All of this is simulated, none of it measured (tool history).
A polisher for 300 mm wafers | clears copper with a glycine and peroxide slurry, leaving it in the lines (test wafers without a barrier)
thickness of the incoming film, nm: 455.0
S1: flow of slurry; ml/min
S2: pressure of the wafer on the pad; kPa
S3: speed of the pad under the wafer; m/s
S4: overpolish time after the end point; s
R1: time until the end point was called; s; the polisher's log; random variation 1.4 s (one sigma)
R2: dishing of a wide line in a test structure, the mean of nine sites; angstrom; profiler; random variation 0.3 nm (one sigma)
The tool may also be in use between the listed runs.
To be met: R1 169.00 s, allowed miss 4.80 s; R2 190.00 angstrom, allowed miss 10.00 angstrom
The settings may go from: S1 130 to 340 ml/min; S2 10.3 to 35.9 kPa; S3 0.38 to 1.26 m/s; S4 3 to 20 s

{"run": 1, "hour": 0.0, "S1": 220, "S2": 22.8, "S3": 0.82, "S4": 10, "R1": 100.44, "R2": 335.21}
{"run": 2, "hour": 2.0, "S1": 260, "S2": 22.8, "S3": 0.82, "S4": 10, "R1": 100.1, "R2": 341.48}
{"run": 3, "hour": 5.8, "S1": 260, "S2": 19.3, "S3": 0.8, "S4": 10, "R1": 115.2, "R2": 287.96}
{"run": 4, "hour": 13.4, "S1": 260, "S2": 19.3, "S3": 0.92, "S4": 10, "R1": 105.17, "R2": 319.91}
{"run": 5, "hour": 17.5, "S1": 230, "S2": 19.3, "S3": 0.92, "S4": 10, "R1": 107.21, "R2": 318.5}
{"run": 6, "hour": 24.2, "S1": 225, "S2": 16.5, "S3": 0.88, "S4": 10, "R1": 121.53, "R2": 274.91}
{"run": 7, "hour": 28.9, "S1": 225, "S2": 14.5, "S3": 0.84, "S4": 10, "R1": 140.71, "R2": 244.05}
{"run": 8, "hour": 33.2, "S1": 210, "S2": 10.3, "S3": 0.84, "S4": 9, "R1": 175.07, "R2": 181.23}
{"run": 9, "hour": 37.3, "S1": 215, "S2": 10.3, "S3": 0.84, "S4": 9, "R1": 173.41, "R2": 176.47}
{"run": 10, "hour": 42.1, "S1": 215, "S2": 10.3, "S3": 0.84, "S4": 9, "R1": 175.93, "R2": 182.28}
{"run": 11, "hour": 50.6, "S1": 220, "S2": 10.3, "S3": 0.84, "S4": 9, "R1": 177.69, "R2": 184.81}

Which of these 4 next moves meets every target?
{"run": "A", "hour": 59.1, "S1": 225, "S2": 10.3, "S3": 0.8, "S4": 11, "R1": "?", "R2": "?"}
{"run": "B", "hour": 59.1, "S1": 165, "S2": 13.1, "S3": 0.84, "S4": 8, "R1": "?", "R2": "?"}
{"run": "C", "hour": 59.1, "S1": 250, "S2": 10.3, "S3": 0.88, "S4": 9, "R1": "?", "R2": "?"}
{"run": "D", "hour": 59.1, "S1": 130, "S2": 15.9, "S3": 0.54, "S4": 11, "R1": "?", "R2": "?"}

move=A R1=178.75 R2=214.19
move=B R1=154.47 R2=184.26
move=C R1=166.66 R2=190.11
move=D R1=185.85 R2=210.39
A: further off than the last run
B: takes the result that was furthest off past its target
C: meets every target
D: further off than the last run
The right move is C.

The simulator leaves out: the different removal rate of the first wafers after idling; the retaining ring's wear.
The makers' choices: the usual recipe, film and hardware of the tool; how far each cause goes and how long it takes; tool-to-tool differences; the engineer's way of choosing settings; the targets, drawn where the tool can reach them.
